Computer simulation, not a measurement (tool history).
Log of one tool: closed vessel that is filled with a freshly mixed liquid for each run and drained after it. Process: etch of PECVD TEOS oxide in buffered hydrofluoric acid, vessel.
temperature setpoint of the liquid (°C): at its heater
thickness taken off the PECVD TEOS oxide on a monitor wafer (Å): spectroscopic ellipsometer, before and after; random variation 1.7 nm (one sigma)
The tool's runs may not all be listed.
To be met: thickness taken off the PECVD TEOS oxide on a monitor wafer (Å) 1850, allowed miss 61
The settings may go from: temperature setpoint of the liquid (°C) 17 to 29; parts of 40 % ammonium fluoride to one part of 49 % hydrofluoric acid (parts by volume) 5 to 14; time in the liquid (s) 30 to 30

| run | hour | temperature setpoint of the liquid (°C) | parts of 40 % ammonium fluoride to one part of 49 % hydrofluoric acid (parts by volume) | time in the liquid (s) | thickness taken off the PECVD TEOS oxide on a monitor wafer (Å) |
|---|---|---|---|---|---|
| 1 | 0 | 21 | 8.5 | 30 | 898.08 |
| 2 | 3.9 | 21 | 8.5 | 30 | 892.59 |
| 3 | 9 | 22.5 | 8 | 30 | 1054.1 |
| 4 | 18.2 | 23.5 | 8 | 30 | 1113.8 |
| 5 | 25.8 | 24.5 | 7.5 | 30 | 1269.5 |
| 6 | 33.6 | 25.5 | 7.5 | 30 | 1314 |
| 7 | 42.8 | 26 | 7.5 | 30 | 1353.1 |
| 8 | 49.9 | 29 | 6 | 30 | 1968.1 |
| 9 | 53.1 | 28.5 | 6 | 30 | 1913.7 |

4 next moves are on the table. One of them brings every result within its allowed miss. Which?
| A | 56.3 | 29 | 7 | 30 | ? |
| B | 56.3 | 28 | 6 | 30 | ? |
| C | 56.3 | 24 | 5 | 30 | ? |
| D | 56.3 | 24.5 | 5.5 | 30 | ? |

| move | thickness taken off the PECVD TEOS oxide on a monitor wafer (Å) |
|---|---|
| A | 1711.5 |
| B | 1855 |
| C | 1746 |
| D | 1655.3 |
A: takes the result that was furthest off past its target
B: meets every target
C: takes the result that was furthest off past its target
D: takes the result that was furthest off past its target
Answer: B
